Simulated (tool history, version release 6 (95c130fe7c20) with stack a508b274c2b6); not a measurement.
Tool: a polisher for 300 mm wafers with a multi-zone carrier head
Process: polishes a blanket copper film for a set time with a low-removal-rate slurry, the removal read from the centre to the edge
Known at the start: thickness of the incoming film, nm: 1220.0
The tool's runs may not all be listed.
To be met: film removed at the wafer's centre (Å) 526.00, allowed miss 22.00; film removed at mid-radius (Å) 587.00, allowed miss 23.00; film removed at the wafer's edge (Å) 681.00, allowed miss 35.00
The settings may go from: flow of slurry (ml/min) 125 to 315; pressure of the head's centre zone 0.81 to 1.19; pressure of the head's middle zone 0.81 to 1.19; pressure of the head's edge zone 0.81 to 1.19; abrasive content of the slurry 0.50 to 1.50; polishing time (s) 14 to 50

run	hour	flow of slurry (ml/min)	pressure of the head's centre zone	pressure of the head's middle zone	pressure of the head's edge zone	abrasive content of the slurry	polishing time (s)	film removed at the wafer's centre (Å)	film removed at mid-radius (Å)	film removed at the wafer's edge (Å)
1	0.0	205	1.00	1.00	1.00	1.00	32	977.05	1006.00	1005.10
2	1.5	205	1.06	1.00	1.00	1.00	32	1060.60	1004.90	1043.10
3	9.8	205	1.06	1.00	1.00	1.00	29	950.31	901.17	886.76
4	13.4	205	1.06	1.00	1.06	1.00	29	945.10	908.62	950.73
5	20.5	200	1.02	0.97	1.07	0.90	28	872.40	837.19	891.74
6	27.1	220	1.02	0.97	1.07	0.90	28	879.99	834.89	910.95
7	29.0	215	0.99	0.96	1.09	0.85	27	823.34	781.68	853.56
8	30.3	215	0.99	0.96	1.09	0.85	27	811.67	779.42	858.56
9	31.7	210	0.96	0.96	1.11	0.80	26	760.04	754.21	830.09
10	39.9	205	0.94	0.95	1.12	0.75	25	682.08	715.56	797.23
11	40.5	205	0.93	0.94	1.11	0.70	25	669.24	696.43	793.67
12	41.9	205	0.92	0.94	1.10	0.65	24	639.64	645.59	756.41
13	45.6	200	0.91	0.95	1.09	0.65	24	618.37	651.58	737.50
14	48.1	195	0.90	0.94	1.08	0.65	24	610.24	663.37	725.45
15	52.5	190	0.89	0.93	1.08	0.65	24	614.54	654.76	742.32
16	60.2	190	0.88	0.93	1.08	0.65	24	604.24	657.35	715.54
17	66.3	190	0.87	0.92	1.09	0.65	24	612.11	637.64	735.51
18	72.4	190	0.86	0.92	1.09	0.65	24	592.78	654.48	741.96
19	78.0	190	0.85	0.91	1.08	0.65	24	574.77	635.98	729.35
20	84.6	190	0.85	0.90	1.07	0.65	24	577.59	647.14	714.85
21	89.1	190	0.85	0.89	1.07	0.65	24	598.24	635.99	726.68
22	97.8	190	0.84	0.89	1.07	0.65	24	580.53	622.46	733.41
23	101.3	190	0.84	0.89	1.07	0.65	24	580.60	614.49	733.07

Which of these 5 next moves meets every target?
A	104.8	215	0.82	0.88	1.08	0.70	22	?	?	?
B	104.8	175	0.97	0.89	1.04	0.60	23	?	?	?
C	104.8	140	0.85	1.09	0.99	0.50	23	?	?	?
D	104.8	155	0.98	0.92	0.97	0.65	23	?	?	?
E	104.8	170	0.90	0.94	1.03	0.70	24	?	?	?

move	film removed at the wafer's centre (Å)	film removed at mid-radius (Å)	film removed at the wafer's edge (Å)
A	527.70	591.77	674.18
B	616.87	591.19	660.84
C	502.30	655.51	608.59
D	614.55	600.76	635.30
E	606.72	656.67	698.33
A: meets every target
B: further off than the last run
C: takes the result that was furthest off past its target
D: further off than the last run
E: further off than the last run
The right move is A.
